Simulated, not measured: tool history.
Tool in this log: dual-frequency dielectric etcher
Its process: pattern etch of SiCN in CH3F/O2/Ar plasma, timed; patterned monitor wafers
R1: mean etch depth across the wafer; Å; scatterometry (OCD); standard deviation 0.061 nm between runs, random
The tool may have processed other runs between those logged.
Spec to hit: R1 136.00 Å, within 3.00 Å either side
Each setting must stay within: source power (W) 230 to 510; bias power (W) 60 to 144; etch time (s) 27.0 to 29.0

{"run": 1, "hour": 0.0, "source power (W)": 370, "bias power (W)": 102, "etch time (s)": 29.0, "R1": 116.4}
{"run": 2, "hour": 2.6, "source power (W)": 370, "bias power (W)": 96, "etch time (s)": 29.0, "R1": 114.46}
{"run": 3, "hour": 6.2, "source power (W)": 370, "bias power (W)": 115, "etch time (s)": 29.0, "R1": 120.34}
{"run": 4, "hour": 13.8, "source power (W)": 370, "bias power (W)": 128, "etch time (s)": 29.0, "R1": 124.8}
{"run": 5, "hour": 18.9, "source power (W)": 350, "bias power (W)": 128, "etch time (s)": 29.0, "R1": 124.25}
{"run": 6, "hour": 23.7, "source power (W)": 350, "bias power (W)": 143, "etch time (s)": 29.0, "R1": 129.03}
{"run": 7, "hour": 30.6, "source power (W)": 360, "bias power (W)": 143, "etch time (s)": 29.0, "R1": 130.59}
{"run": 8, "hour": 36.0, "source power (W)": 370, "bias power (W)": 143, "etch time (s)": 29.0, "R1": 130.52}
{"run": 9, "hour": 41.0, "source power (W)": 380, "bias power (W)": 143, "etch time (s)": 29.0, "R1": 132.8}
{"hour": 48.7, "done": "source power generator calibrated"}
{"run": 10, "hour": 48.7, "source power (W)": 390, "bias power (W)": 144, "etch time (s)": 29.0, "R1": 131.12}

Pick the move, out of 4, that brings all results within their allowed miss; only one does.
{"run": "A", "hour": 56.4, "source power (W)": 380, "bias power (W)": 144, "etch time (s)": 27.5, "R1": "?"}
{"run": "B", "hour": 56.4, "source power (W)": 340, "bias power (W)": 144, "etch time (s)": 29.0, "R1": "?"}
{"run": "C", "hour": 56.4, "source power (W)": 440, "bias power (W)": 144, "etch time (s)": 29.0, "R1": "?"}
{"run": "D", "hour": 56.4, "source power (W)": 460, "bias power (W)": 140, "etch time (s)": 28.0, "R1": "?"}

move=A R1=124.13
move=B R1=127.24
move=C R1=136.10
move=D R1=131.68
A: misses by more than the last run did
B: misses by more than the last run did
C: all results in spec
D: nearer than the last run, and not there yet
C is the move that brings every result within its allowed miss.
